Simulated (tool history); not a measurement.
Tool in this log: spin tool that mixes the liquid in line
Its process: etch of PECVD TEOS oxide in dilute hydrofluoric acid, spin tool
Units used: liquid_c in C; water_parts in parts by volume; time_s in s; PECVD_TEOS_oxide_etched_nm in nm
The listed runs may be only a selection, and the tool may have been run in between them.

| run | hour | liquid_c | water_parts | time_s | PECVD_TEOS_oxide_etched_nm |
|---|---|---|---|---|---|
| 1 | 0.0 | 23.0 | 205 | 110 | 8.3229 |
| 2 | 3.7 | 23.0 | 265 | 110 | 6.0327 |
| 3 | 6.3 | 22.0 | 265 | 110 | 5.8629 |
| 4 | 12.3 | 22.0 | 265 | 120 | 6.3788 |
| 5 | 14.2 | 22.0 | 265 | 110 | 5.8829 |
| 6 | 17.4 | 24.5 | 265 | 110 | 6.3982 |
| 7 | 20.5 | 23.5 | 265 | 110 | 6.1590 |

What will run 8 give?
| 8 | 29.0 | 22.5 | 265 | 110 | ? |

{"run 8": {"PECVD_TEOS_oxide_etched_nm": 5.9266}}
